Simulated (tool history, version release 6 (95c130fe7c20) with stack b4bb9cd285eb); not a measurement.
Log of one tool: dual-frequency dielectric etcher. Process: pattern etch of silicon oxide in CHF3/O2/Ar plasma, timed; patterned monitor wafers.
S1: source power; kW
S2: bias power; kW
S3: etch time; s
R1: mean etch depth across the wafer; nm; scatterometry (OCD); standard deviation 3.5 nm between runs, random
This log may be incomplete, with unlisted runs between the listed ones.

{"run": 1, "hour": 0.0, "S1": 0.8, "S2": 0.214, "S3": 291.5, "R1": 588.81}
{"run": 2, "hour": 6.6, "S1": 0.85, "S2": 0.216, "S3": 291.5, "R1": 606.2}
{"run": 3, "hour": 14.6, "S1": 0.88, "S2": 0.218, "S3": 291.5, "R1": 617.3}
{"run": 4, "hour": 22.4, "S1": 0.82, "S2": 0.218, "S3": 291.5, "R1": 605.77}
{"run": 5, "hour": 23.1, "S1": 0.86, "S2": 0.22, "S3": 291.5, "R1": 614.05}
{"run": 6, "hour": 31.7, "S1": 0.86, "S2": 0.198, "S3": 291.5, "R1": 588}
{"run": 7, "hour": 34.8, "S1": 0.91, "S2": 0.2, "S3": 291.5, "R1": 601.89}
{"run": 8, "hour": 40.9, "S1": 0.95, "S2": 0.202, "S3": 291.5, "R1": 621.58}

Estimate the outcome of run 9 from the log above:
{"run": 9, "hour": 46.1, "S1": 0.97, "S2": 0.203, "S3": 291.5, "R1": "?"}

Run 9 produced R1 627.13 nm.
